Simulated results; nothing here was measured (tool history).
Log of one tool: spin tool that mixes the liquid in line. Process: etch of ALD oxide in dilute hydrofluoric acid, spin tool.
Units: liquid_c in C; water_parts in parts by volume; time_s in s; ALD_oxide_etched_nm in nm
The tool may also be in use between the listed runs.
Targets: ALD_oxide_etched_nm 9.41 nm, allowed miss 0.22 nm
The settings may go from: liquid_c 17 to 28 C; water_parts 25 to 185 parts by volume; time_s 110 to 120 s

run	day	liquid_c	water_parts	time_s	ALD_oxide_etched_nm
1	0	20	105	110	13.496
2	0.171	20	105	120	14.738
3	0.383	19.5	110	120	13.752
4	0.662	22	110	120	15.079
5	0.892	22	110	120	15.2
6	1.029	21	115	120	13.913
7	1.346	20	120	120	12.579
8	1.533	19.5	125	120	11.883
9	1.738	19	130	120	11.063
10	1.846	18.5	130	120	10.925
11	1.996	18	130	120	10.705
12	2.204	17.5	135	120	9.9826

4 next moves are on the table. One of them brings every result within its allowed miss. Which?
A	2.412	18	135	115	?
B	2.412	18.5	135	115	?
C	2.412	17	135	110	?
D	2.412	17	130	110	?

move	ALD_oxide_etched_nm
A	9.9323
B	10.137
C	9.1175
D	9.5152
A: nearer than the last run, and not there yet
B: further off than the last run
C: takes the result that was furthest off past its target
D: meets every target
The right move is D.
